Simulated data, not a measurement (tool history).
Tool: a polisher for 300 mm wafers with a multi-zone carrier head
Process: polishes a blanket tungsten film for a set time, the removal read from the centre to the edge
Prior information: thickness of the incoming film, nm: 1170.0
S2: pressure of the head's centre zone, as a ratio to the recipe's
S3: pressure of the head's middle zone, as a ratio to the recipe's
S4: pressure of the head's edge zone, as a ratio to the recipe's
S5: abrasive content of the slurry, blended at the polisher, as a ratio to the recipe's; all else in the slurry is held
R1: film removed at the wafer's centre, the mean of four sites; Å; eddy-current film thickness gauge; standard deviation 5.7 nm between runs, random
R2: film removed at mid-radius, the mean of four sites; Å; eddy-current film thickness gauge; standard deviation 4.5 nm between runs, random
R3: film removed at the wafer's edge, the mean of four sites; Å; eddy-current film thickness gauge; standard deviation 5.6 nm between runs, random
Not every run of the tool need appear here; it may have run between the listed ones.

Run 1, day 0: flow of slurry (ml/min) 120, S2 1, S3 1, S4 1, S5 1, polishing time (s) 47. Result: R1 2559.6 Å, R2 2654.5 Å, R3 2658.4 Å.
Run 2, day 0.054: flow of slurry (ml/min) 120, S2 0.96, S3 1, S4 1, S5 1, polishing time (s) 47. Result: R1 2521 Å, R2 2696 Å, R3 2648.1 Å.
Run 3, day 0.292: flow of slurry (ml/min) 120, S2 0.96, S3 1, S4 1, S5 1.15, polishing time (s) 47. Result: R1 2565.3 Å, R2 2747.7 Å, R3 2713.7 Å.
Run 4, day 0.425: flow of slurry (ml/min) 120, S2 1.01, S3 1, S4 1, S5 1.15, polishing time (s) 47. Result: R1 2802.3 Å, R2 2710 Å, R3 2746.2 Å.
Run 5, day 0.462: flow of slurry (ml/min) 120, S2 1.01, S3 1, S4 1, S5 1.3, polishing time (s) 47. Result: R1 2833.3 Å, R2 2748.4 Å, R3 2806.4 Å.
Run 6, day 0.817: flow of slurry (ml/min) 120, S2 1.01, S3 1, S4 1, S5 1.4, polishing time (s) 47. Result: R1 2828.8 Å, R2 2852.6 Å, R3 2764.9 Å.
Run 7, day 1.054: flow of slurry (ml/min) 125, S2 1.03, S3 0.97, S4 1.05, S5 1.4, polishing time (s) 51. Result: R1 3148.3 Å, R2 2916.5 Å, R3 3092.9 Å.
Run 8, day 1.258: flow of slurry (ml/min) 150, S2 1.09, S3 0.95, S4 1.15, S5 1.5, polishing time (s) 61. Result: R1 4133.1 Å, R2 3711.2 Å, R3 4057.6 Å.

Run 9, settings as shown, results not yet in. Your forecast:
Run 9, day 1.408: flow of slurry (ml/min) 145, S2 1.1, S3 0.93, S4 1.15, S5 1.5, polishing time (s) 61. Result: R1 ?, R2 ?, R3 ?.

{"run 9": {"R1": 4218.1, "R2": 3650.7, "R3": 4119.1}}
